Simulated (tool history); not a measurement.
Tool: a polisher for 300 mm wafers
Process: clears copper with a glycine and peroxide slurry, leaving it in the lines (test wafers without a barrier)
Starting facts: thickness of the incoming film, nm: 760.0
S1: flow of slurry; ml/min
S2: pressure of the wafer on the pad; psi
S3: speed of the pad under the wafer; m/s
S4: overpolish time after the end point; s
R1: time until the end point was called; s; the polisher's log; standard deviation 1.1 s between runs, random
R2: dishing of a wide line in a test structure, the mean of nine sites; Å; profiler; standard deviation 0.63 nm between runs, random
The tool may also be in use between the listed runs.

run	hour	S1	S2	S3	S4	R1	R2
1	0.0	230	2.1	1.08	21	150.09	584.80
2	1.5	200	2.1	1.08	21	150.48	574.90
3	6.7	200	2.1	1.08	17	150.79	501.48
4	13.6	200	2.1	0.92	17	172.20	467.98
5	22.0	200	2.3	0.92	15	161.50	441.33
6	28.5	200	2.5	0.92	15	150.68	477.17
7	35.9	225	3.0	1.00	6	118.57	276.98
8	41.3	215	3.0	1.00	8	123.30	341.37

The next listed run, before its measurement:
9	43.8	215	3.0	1.00	8	?	?

R1: 121.96 s
R2: 343.36 Å
